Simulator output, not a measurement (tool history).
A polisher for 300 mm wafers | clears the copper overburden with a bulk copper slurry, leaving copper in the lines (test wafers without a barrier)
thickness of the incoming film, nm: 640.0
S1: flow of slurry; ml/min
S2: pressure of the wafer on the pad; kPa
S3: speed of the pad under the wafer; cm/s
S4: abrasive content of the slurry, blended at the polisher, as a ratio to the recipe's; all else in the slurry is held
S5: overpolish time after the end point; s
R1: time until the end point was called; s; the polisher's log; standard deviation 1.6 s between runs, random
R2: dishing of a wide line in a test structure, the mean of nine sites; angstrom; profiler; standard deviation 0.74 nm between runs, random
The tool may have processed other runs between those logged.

run	hour	S1	S2	S3	S4	S5	R1	R2
1	0	185	13.8	136	1	24	73.942	950.76
2	8	185	13.1	136	1	23	75.973	912.82
3	13.5	185	14.5	136	1	23	67.769	969.91
4	16.2	185	14.5	136	1	14	66.657	745.83
5	23.8	185	14.5	136	1	7	67.698	446.98
6	29.6	215	14.5	136	1	7	68.517	451.57
7	35.1	210	14.5	134	1	8	65.923	495.19
8	43.2	205	14.5	132	1	9	67.672	532.7
9	44.2	165	11.7	110	1	20	104.34	677.18
10	50.6	170	11.7	110	1	20	103.01	677.24
11	56.5	175	11.7	110	1	20	103.22	691.8
12	61.4	180	11.7	114	1	18	99.269	657.88
13	64.3	180	12.4	114	1	17	95.197	669.02

Run 14, settings as shown, results not yet in. Your forecast:
14	73.1	180	12.4	118	1	16	?	?

Run 14 yielded R1 92.135 s, R2 656.12 angstrom.
